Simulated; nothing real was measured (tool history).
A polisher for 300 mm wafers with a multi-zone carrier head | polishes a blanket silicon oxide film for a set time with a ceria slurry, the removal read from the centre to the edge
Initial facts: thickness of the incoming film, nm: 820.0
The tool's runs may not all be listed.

run	hour	flow of slurry (ml/min)	pressure of the head's centre zone	pressure of the head's middle zone	pressure of the head's edge zone	polishing time (s)	film removed at the wafer's centre (nm)	film removed at mid-radius (nm)	film removed at the wafer's edge (nm)
1	0	220	1	1	1	68	228.96	236.57	233.93
2	8.7	220	1	1	0.97	64	216.58	224.31	222.08
3	17.6	220	0.93	1	0.97	64	207.77	223.43	223.4
4	21.7	220	0.95	1.01	0.95	60	194.29	212.9	206.71
5	25.3	220	0.95	0.95	0.95	60	193.27	198.56	202.01
6	26.5	220	0.95	0.95	1.03	60	192.9	200.64	217.57
7	34.2	215	0.95	0.96	0.98	58	186.88	193.01	201.92

Estimate the outcome of run 8 from the log above:
8	42.5	210	0.95	0.97	0.94	56	?	?	?

{"run 8": {"film removed at the wafer's centre (nm)": 177.6, "film removed at mid-radius (nm)": 190.87, "film removed at the wafer's edge (nm)": 194.2}}
